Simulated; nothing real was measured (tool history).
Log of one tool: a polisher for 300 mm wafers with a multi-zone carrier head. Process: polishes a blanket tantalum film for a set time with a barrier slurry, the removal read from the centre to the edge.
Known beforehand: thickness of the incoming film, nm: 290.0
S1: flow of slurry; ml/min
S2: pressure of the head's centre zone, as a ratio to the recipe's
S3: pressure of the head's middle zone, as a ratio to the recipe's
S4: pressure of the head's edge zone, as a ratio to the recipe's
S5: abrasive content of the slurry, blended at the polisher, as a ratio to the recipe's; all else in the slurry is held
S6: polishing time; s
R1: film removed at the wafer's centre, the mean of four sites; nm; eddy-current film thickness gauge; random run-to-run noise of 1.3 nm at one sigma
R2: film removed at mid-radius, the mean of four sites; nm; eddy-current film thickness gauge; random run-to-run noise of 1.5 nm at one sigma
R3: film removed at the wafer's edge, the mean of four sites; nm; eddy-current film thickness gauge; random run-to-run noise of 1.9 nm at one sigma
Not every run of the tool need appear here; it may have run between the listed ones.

run 1 day=0 | S1=210 S2=1 S3=1 S4=1 S5=1 S6=54 | R1=109.71 R2=112.88 R3=113.7
run 2 day=0.212 | S1=210 S2=1 S3=1 S4=1 S5=1.1 S6=54 | R1=111.59 R2=114.77 R3=114.64
run 3 day=0.312 | S1=220 S2=1.02 S3=1.02 S4=1.02 S5=1.15 S6=55 | R1=118.95 R2=122.2 R3=119.31
run 4 day=0.567 | S1=220 S2=1.07 S3=1.02 S4=1.02 S5=1.15 S6=55 | R1=122.55 R2=120.39 R3=120.99
run 5 day=0.596 | S1=230 S2=1.09 S3=1.03 S4=1.03 S5=1.2 S6=56 | R1=132.53 R2=126.89 R3=125.52
run 6 day=0.75 | S1=235 S2=1.1 S3=1.04 S4=1.05 S5=1.25 S6=57 | R1=136.83 R2=133.87 R3=128.62
run 7 day=0.846 | S1=260 S2=1.16 S3=1.02 S4=1.13 S5=1.5 S6=64 | R1=171.44 R2=152.41 R3=160.6
run 8 day=1.217 | S1=260 S2=1.16 S3=1.03 S4=1.12 S5=1.5 S6=64 | R1=169.54 R2=152.46 R3=157.38

What does the tool deliver on the next run?
run 9 day=1.367 | S1=260 S2=1.16 S3=1.04 S4=1.11 S5=1.5 S6=64 | R1=? R2=? R3=?

R1: 169.03 nm
R2: 151.37 nm
R3: 157.63 nm
